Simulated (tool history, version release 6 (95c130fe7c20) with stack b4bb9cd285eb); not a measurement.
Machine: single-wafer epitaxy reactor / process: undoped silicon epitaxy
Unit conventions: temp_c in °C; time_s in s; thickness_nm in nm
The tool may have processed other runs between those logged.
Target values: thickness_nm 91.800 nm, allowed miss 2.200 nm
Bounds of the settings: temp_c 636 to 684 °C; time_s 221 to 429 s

run,hour,temp_c,time_s,thickness_nm
1,0.0,660,325,67.345
2,2.0,664,325,73.077
3,5.2,668,325,78.917
4,8.1,668,345,83.720
5,9.9,668,319,77.897
6,10.5,668,351,85.474
7,13.8,669,351,87.000
8,22.4,670,351,89.277

Exercise: of the 4 proposed moves below, exactly one satisfies all targets within the stated allowed misses. Which move is it?
A,31.0,667,388,?
B,31.0,667,363,?
C,31.0,668,353,?
D,31.0,666,361,?

move,thickness_nm
A,92.080
B,86.147
C,85.393
D,84.045
A: each result inside its tolerance
B: moves away from the targets compared with the last run
C: moves away from the targets compared with the last run
D: moves away from the targets compared with the last run
The right move is A.
